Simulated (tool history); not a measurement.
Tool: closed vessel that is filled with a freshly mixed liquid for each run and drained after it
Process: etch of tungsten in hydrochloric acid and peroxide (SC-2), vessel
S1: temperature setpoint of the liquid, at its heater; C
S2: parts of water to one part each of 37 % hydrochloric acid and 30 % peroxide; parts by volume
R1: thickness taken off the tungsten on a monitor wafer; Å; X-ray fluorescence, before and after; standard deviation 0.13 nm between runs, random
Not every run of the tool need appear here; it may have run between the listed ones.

Run 1, hour 0: S1 61 C, S2 9.5 parts by volume, time in the liquid (s) 30. Result: R1 219.53 Å.
Run 2, hour 4.5: S1 61 C, S2 9.5 parts by volume, time in the liquid (s) 30. Result: R1 223.43 Å.
Run 3, hour 8.7: S1 61 C, S2 12 parts by volume, time in the liquid (s) 30. Result: R1 182.06 Å.
Run 4, hour 12.7: S1 64.5 C, S2 12 parts by volume, time in the liquid (s) 30. Result: R1 222.04 Å.
Run 5, hour 13.3: S1 63 C, S2 12 parts by volume, time in the liquid (s) 30. Result: R1 203.34 Å.
Run 6, hour 18.2: S1 61.5 C, S2 12 parts by volume, time in the liquid (s) 30. Result: R1 189.53 Å.
Run 7, hour 20.5: S1 60.5 C, S2 12 parts by volume, time in the liquid (s) 30. Result: R1 174.02 Å.

What will run 8 give?
Run 8, hour 23: S1 59.5 C, S2 12 parts by volume, time in the liquid (s) 30. Result: R1 ?.

R1: 164.3 Å
